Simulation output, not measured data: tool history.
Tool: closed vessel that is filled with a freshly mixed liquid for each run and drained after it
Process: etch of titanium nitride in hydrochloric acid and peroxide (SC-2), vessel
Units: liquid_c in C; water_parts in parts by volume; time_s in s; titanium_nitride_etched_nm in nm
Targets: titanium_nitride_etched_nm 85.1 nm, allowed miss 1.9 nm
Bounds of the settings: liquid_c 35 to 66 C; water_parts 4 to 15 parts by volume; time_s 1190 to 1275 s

run	hour	liquid_c	water_parts	time_s	titanium_nitride_etched_nm
1	0	50	8.5	1190	31.79
2	1.8	50	8.5	1190	31.879
3	3	50	10	1190	27.737
4	6.1	52.5	10	1190	32.695
5	10.2	46	10	1190	21.134
6	17.6	49	10	1190	26.101
7	21.6	51.5	10	1190	30.741
8	23.8	53.5	10	1190	35.086
9	27.7	55.5	10	1190	40.095
10	33.8	57	10	1190	43.762
11	34.7	58.5	10	1190	48.924
12	40.3	58.5	10	1190	48.463
13	41.6	59.5	10	1190	51.77

5 next moves are on the table. One of them brings every result within its allowed miss. Which?
A	42.9	64	8	1275	?
B	42.9	59.5	15	1220	?
C	42.9	62	6.5	1190	?
D	42.9	61	9	1275	?
E	42.9	64	10	1190	?

move	titanium_nitride_etched_nm
A	88.616
B	37.585
C	85.885
D	66.766
E	68.924
A: takes the result that was furthest off past its target
B: further off than the last run
C: meets every target
D: nearer than the last run, and not there yet
E: nearer than the last run, and not there yet
Answer: C
